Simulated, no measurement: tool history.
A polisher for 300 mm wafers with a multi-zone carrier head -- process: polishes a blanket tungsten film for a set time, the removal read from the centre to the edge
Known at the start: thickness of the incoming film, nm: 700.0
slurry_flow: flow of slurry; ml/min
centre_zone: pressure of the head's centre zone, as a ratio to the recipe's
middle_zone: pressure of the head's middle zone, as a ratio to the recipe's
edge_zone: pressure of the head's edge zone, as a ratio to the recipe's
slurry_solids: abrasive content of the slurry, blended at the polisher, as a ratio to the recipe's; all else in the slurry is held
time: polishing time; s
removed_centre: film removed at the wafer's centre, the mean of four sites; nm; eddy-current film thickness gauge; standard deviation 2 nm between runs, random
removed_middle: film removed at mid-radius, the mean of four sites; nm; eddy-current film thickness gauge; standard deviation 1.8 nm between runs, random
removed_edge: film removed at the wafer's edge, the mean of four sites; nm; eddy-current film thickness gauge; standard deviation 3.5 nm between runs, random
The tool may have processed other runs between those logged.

{"run": 1, "day": 0.0, "slurry_flow": 275, "centre_zone": 1.0, "middle_zone": 1.0, "edge_zone": 1.0, "slurry_solids": 1.0, "time": 44, "removed_centre": 241.8, "removed_middle": 247.58, "removed_edge": 253.42}
{"run": 2, "day": 0.312, "slurry_flow": 295, "centre_zone": 0.98, "middle_zone": 1.04, "edge_zone": 1.05, "slurry_solids": 1.05, "time": 44, "removed_centre": 244.58, "removed_middle": 259.72, "removed_edge": 265.04}
{"run": 3, "day": 0.579, "slurry_flow": 335, "centre_zone": 0.98, "middle_zone": 1.04, "edge_zone": 1.05, "slurry_solids": 1.05, "time": 44, "removed_centre": 251.57, "removed_middle": 262.91, "removed_edge": 266.95}
{"run": 4, "day": 0.779, "slurry_flow": 335, "centre_zone": 0.98, "middle_zone": 1.04, "edge_zone": 1.02, "slurry_solids": 1.05, "time": 44, "removed_centre": 250.14, "removed_middle": 263.8, "removed_edge": 261.18}
{"run": 5, "day": 0.817, "slurry_flow": 340, "centre_zone": 0.96, "middle_zone": 1.07, "edge_zone": 1.06, "slurry_solids": 1.1, "time": 44, "removed_centre": 245.95, "removed_middle": 272.93, "removed_edge": 269.95}
{"run": 6, "day": 1.188, "slurry_flow": 340, "centre_zone": 0.96, "middle_zone": 1.07, "edge_zone": 1.06, "slurry_solids": 1.2, "time": 44, "removed_centre": 255.11, "removed_middle": 282.74, "removed_edge": 276.42}

For run 7, what comes out?
{"run": 7, "day": 1.562, "slurry_flow": 335, "centre_zone": 0.95, "middle_zone": 1.08, "edge_zone": 1.08, "slurry_solids": 1.2, "time": 44, "removed_centre": "?", "removed_middle": "?", "removed_edge": "?"}

{"run 7": {"removed_centre": 251.94, "removed_middle": 281.14, "removed_edge": 285.32}}
